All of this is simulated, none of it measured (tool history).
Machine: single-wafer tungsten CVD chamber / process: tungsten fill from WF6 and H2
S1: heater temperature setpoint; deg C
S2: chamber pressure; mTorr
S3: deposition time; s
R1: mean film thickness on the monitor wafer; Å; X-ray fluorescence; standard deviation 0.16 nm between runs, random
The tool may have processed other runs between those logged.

run	hour	S1	S2	S3	R1
1	0	390	37000	10	265.04
2	7.5	380	37000	10	211.32
3	9.7	376	37000	10	192.18
4	10.9	383	37200	10	226.12
5	14.6	391	37200	10	271.97
6	19.9	391	37200	9.5	257.17
7	27.4	391	37200	9.5	258.94

Predict the results of run 8:
8	33.8	394	37300	9.5	?

R1: 276.9 Å

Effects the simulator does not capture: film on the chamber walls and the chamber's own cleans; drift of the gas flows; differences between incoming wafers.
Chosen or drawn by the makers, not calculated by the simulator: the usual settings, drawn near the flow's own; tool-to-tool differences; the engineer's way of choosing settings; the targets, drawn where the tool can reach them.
